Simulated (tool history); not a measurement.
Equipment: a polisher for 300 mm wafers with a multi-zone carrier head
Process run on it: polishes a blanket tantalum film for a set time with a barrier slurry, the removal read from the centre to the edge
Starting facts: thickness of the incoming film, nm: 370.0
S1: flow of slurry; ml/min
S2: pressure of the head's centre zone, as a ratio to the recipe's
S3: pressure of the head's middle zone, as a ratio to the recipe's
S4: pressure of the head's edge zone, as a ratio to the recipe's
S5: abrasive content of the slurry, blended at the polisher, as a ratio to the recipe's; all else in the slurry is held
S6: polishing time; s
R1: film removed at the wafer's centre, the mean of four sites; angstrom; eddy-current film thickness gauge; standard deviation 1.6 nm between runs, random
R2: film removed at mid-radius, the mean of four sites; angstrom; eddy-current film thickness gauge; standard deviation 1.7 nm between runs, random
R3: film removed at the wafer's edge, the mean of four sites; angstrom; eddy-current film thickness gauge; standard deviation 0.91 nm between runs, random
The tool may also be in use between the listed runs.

Run 1, day 0.000: S1 210 ml/min, S2 1.00, S3 1.00, S4 1.00, S5 1.00, S6 63 s. Result: R1 1252.7 angstrom, R2 1102.5 angstrom, R3 1140.3 angstrom.
Run 2, day 0.050: S1 210 ml/min, S2 1.04, S3 1.00, S4 1.00, S5 1.00, S6 63 s. Result: R1 1312.2 angstrom, R2 1132.9 angstrom, R3 1137.8 angstrom.
Run 3, day 0.212: S1 220 ml/min, S2 1.01, S3 1.04, S4 1.00, S5 1.10, S6 64 s. Result: R1 1358.2 angstrom, R2 1233.9 angstrom, R3 1209.1 angstrom.
Run 4, day 0.479: S1 230 ml/min, S2 0.99, S3 1.07, S4 1.01, S5 1.15, S6 64 s. Result: R1 1327.1 angstrom, R2 1305.3 angstrom, R3 1232.2 angstrom.
Run 5, day 0.808: S1 240 ml/min, S2 0.99, S3 1.09, S4 1.04, S5 1.20, S6 64 s. Result: R1 1414.4 angstrom, R2 1316.6 angstrom, R3 1272.1 angstrom.
Run 6, day 1.175: S1 240 ml/min, S2 0.99, S3 1.09, S4 0.99, S5 1.20, S6 64 s. Result: R1 1369.8 angstrom, R2 1330.1 angstrom, R3 1247.0 angstrom.
Run 7, day 1.508: S1 240 ml/min, S2 0.97, S3 1.11, S4 1.00, S5 1.25, S6 65 s. Result: R1 1382.7 angstrom, R2 1393.0 angstrom, R3 1279.8 angstrom.

The next listed run, before its measurement:
Run 8, day 1.679: S1 245 ml/min, S2 0.95, S3 1.12, S4 1.01, S5 1.30, S6 66 s. Result: R1 ?, R2 ?, R3 ?.

{"run 8": {"R1": 1409.3, "R2": 1446.6, "R3": 1326.5}}

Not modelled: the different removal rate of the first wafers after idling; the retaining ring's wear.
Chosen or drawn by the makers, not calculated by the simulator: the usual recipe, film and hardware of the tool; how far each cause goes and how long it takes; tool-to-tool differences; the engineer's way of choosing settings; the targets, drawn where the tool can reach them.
